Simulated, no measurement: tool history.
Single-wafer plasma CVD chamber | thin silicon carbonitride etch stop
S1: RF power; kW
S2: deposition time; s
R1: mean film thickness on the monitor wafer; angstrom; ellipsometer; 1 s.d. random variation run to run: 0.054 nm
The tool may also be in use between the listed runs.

run,hour,S1,S2,R1
1,0,0.235,24.8,162.23
2,7.2,0.235,26.6,173.65
3,9.2,0.21,26.6,169.26
4,12.6,0.2,25,157.83
5,17.6,0.22,25,161.85
6,20.9,0.24,25,164.2
7,21.9,0.23,23.5,152.01
8,25.9,0.225,22.6,146.85
9,30.4,0.22,21.8,140.24

What will run 10 give?
10,31.2,0.215,21.3,?

R1: 136.44 angstrom

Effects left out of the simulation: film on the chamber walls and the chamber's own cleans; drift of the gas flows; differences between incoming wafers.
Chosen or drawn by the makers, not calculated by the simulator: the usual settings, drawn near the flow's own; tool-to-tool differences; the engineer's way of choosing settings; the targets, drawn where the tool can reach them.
